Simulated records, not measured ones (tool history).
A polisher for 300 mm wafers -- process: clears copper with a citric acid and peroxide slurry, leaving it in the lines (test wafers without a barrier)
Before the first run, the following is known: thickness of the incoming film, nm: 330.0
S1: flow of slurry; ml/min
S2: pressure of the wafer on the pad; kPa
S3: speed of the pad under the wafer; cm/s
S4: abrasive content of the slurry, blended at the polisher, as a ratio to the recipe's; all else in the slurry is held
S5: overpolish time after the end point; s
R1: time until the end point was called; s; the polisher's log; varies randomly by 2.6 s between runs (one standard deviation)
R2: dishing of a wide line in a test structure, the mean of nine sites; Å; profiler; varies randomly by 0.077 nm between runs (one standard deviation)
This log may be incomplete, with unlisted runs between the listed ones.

| run | day | S1 | S2 | S3 | S4 | S5 | R1 | R2 |
|---|---|---|---|---|---|---|---|---|
| 1 | 0.000 | 305 | 27.6 | 90 | 1.00 | 8 | 159.57 | 144.480 |
| 2 | 0.171 | 305 | 24.8 | 90 | 1.00 | 8 | 170.74 | 133.520 |
| 3 | 0.546 | 305 | 24.8 | 90 | 1.20 | 8 | 167.65 | 134.080 |
| 4 | 0.696 | 240 | 24.8 | 90 | 1.20 | 8 | 171.22 | 131.140 |
| 5 | 0.746 | 240 | 24.8 | 90 | 1.05 | 8 | 180.72 | 129.490 |
| 6 | 0.942 | 265 | 24.1 | 90 | 1.10 | 7 | 180.44 | 110.960 |
| 7 | 1.221 | 285 | 24.1 | 90 | 1.15 | 6 | 177.92 | 97.560 |
| 8 | 1.412 | 300 | 24.1 | 90 | 1.15 | 6 | 173.83 | 97.383 |
| 9 | 1.733 | 315 | 23.4 | 90 | 1.20 | 6 | 177.23 | 98.241 |
| 10 | 1.908 | 330 | 23.4 | 90 | 1.20 | 6 | 177.09 | 98.046 |
| 11 | 1.954 | 340 | 23.4 | 90 | 1.20 | 6 | 174.43 | 99.029 |
| 12 | 2.258 | 355 | 23.4 | 90 | 1.20 | 6 | 176.53 | 97.663 |
| 13 | 2.321 | 360 | 23.4 | 90 | 1.20 | 6 | 171.17 | 98.123 |
| 14 | 2.371 | 375 | 23.4 | 90 | 1.20 | 6 | 174.46 | 101.460 |
| 15 | 2.592 | 375 | 23.4 | 90 | 1.20 | 6 | 176.40 | 98.540 |
| 16 | 2.700 | 380 | 24.8 | 90 | 1.20 | 2 | 162.97 | 35.816 |
| 17 | 2.800 | 375 | 19.3 | 106 | 1.20 | 5 | 184.17 | 80.051 |
| 18 | 3.175 | 375 | 20.0 | 104 | 1.20 | 5 | 172.19 | 81.943 |

The next listed run, before its measurement:
| 19 | 3.238 | 375 | 20.7 | 104 | 1.15 | 5 | ? | ? |

Run 19 produced R1 170.06 s, R2 83.191 Å.

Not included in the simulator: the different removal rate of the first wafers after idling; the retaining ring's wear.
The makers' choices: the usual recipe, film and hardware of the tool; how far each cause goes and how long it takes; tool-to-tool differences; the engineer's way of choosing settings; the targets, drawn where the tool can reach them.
